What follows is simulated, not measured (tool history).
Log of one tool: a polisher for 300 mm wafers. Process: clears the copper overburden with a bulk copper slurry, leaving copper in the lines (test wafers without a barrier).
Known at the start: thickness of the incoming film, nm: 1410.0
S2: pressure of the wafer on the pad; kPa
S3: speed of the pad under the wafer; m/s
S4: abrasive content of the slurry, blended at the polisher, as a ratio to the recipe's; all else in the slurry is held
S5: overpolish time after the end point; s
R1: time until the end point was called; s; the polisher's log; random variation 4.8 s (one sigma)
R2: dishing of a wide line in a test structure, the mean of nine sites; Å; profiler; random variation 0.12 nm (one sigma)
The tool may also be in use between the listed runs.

Run 1, hour 0.0: flow of slurry (ml/min) 305, S2 14.5 kPa, S3 1.40 m/s, S4 1.00, S5 20 s. Result: R1 154.38 s, R2 158.60 Å.
Run 2, hour 8.2: flow of slurry (ml/min) 305, S2 13.1 kPa, S3 1.34 m/s, S4 1.00, S5 17 s. Result: R1 177.82 s, R2 156.88 Å.
Run 3, hour 14.2: flow of slurry (ml/min) 305, S2 13.1 kPa, S3 1.34 m/s, S4 0.85, S5 17 s. Result: R1 189.30 s, R2 157.79 Å.
Run 4, hour 16.2: flow of slurry (ml/min) 305, S2 13.1 kPa, S3 1.34 m/s, S4 0.65, S5 17 s. Result: R1 207.29 s, R2 156.11 Å.
Run 5, hour 20.4: flow of slurry (ml/min) 305, S2 11.0 kPa, S3 1.34 m/s, S4 0.65, S5 17 s. Result: R1 243.44 s, R2 154.26 Å.
Run 6, hour 25.3: flow of slurry (ml/min) 305, S2 11.0 kPa, S3 1.58 m/s, S4 0.65, S5 17 s. Result: R1 210.74 s, R2 154.32 Å.
Run 7, hour 29.6: flow of slurry (ml/min) 300, S2 10.3 kPa, S3 1.56 m/s, S4 0.60, S5 15 s. Result: R1 229.33 s, R2 152.42 Å.
Run 8, hour 35.2: flow of slurry (ml/min) 280, S2 9.7 kPa, S3 1.56 m/s, S4 0.60, S5 13 s. Result: R1 241.46 s, R2 147.65 Å.
Run 9, hour 40.8: flow of slurry (ml/min) 260, S2 9.0 kPa, S3 1.54 m/s, S4 0.60, S5 12 s. Result: R1 260.43 s, R2 147.28 Å.
Run 10, hour 42.3: flow of slurry (ml/min) 245, S2 8.3 kPa, S3 1.54 m/s, S4 0.60, S5 11 s. Result: R1 293.29 s, R2 139.22 Å.
Run 11, hour 45.7: flow of slurry (ml/min) 235, S2 8.3 kPa, S3 1.48 m/s, S4 0.75, S5 10 s. Result: R1 285.73 s, R2 138.09 Å.
Run 12, hour 52.4: flow of slurry (ml/min) 225, S2 8.3 kPa, S3 1.42 m/s, S4 0.90, S5 9 s. Result: R1 289.50 s, R2 133.27 Å.
Run 13, hour 57.0: flow of slurry (ml/min) 220, S2 8.3 kPa, S3 1.38 m/s, S4 1.00, S5 8 s. Result: R1 282.79 s, R2 128.98 Å.
Run 14, hour 65.5: flow of slurry (ml/min) 185, S2 6.9 kPa, S3 1.00 m/s, S4 1.25, S5 6 s. Result: R1 441.16 s, R2 88.56 Å.
Run 15, hour 68.1: flow of slurry (ml/min) 210, S2 7.6 kPa, S3 1.00 m/s, S4 1.25, S5 6 s. Result: R1 408.83 s, R2 93.51 Å.
Run 16, hour 75.9: flow of slurry (ml/min) 230, S2 8.3 kPa, S3 1.00 m/s, S4 1.25, S5 6 s. Result: R1 360.73 s, R2 99.46 Å.
Run 17, hour 79.5: flow of slurry (ml/min) 240, S2 8.3 kPa, S3 1.00 m/s, S4 1.25, S5 6 s. Result: R1 365.38 s, R2 102.42 Å.
Run 18, hour 82.2: flow of slurry (ml/min) 240, S2 8.3 kPa, S3 1.00 m/s, S4 1.25, S5 6 s. Result: R1 366.03 s, R2 100.84 Å.
Run 19, hour 87.7: flow of slurry (ml/min) 250, S2 8.3 kPa, S3 1.00 m/s, S4 1.25, S5 6 s. Result: R1 359.25 s, R2 102.89 Å.
Run 20, hour 91.6: flow of slurry (ml/min) 255, S2 8.3 kPa, S3 1.00 m/s, S4 1.25, S5 6 s. Result: R1 358.30 s, R2 101.74 Å.
Run 21, hour 97.3: flow of slurry (ml/min) 265, S2 8.3 kPa, S3 1.00 m/s, S4 1.25, S5 6 s. Result: R1 358.83 s, R2 100.41 Å.
Run 22, hour 99.5: flow of slurry (ml/min) 185, S2 12.4 kPa, S3 0.78 m/s, S4 1.25, S5 13 s. Result: R1 335.77 s, R2 144.23 Å.
Run 23, hour 106.1: flow of slurry (ml/min) 195, S2 11.7 kPa, S3 0.82 m/s, S4 1.30, S5 12 s. Result: R1 321.08 s, R2 140.18 Å.

Run 24 comes next. What will it give?
Run 24, hour 114.7: flow of slurry (ml/min) 210, S2 11.0 kPa, S3 0.84 m/s, S4 1.30, S5 11 s. Result: R1 ?, R2 ?.

Run 24 gave R1 330.62 s, R2 136.25 Å.
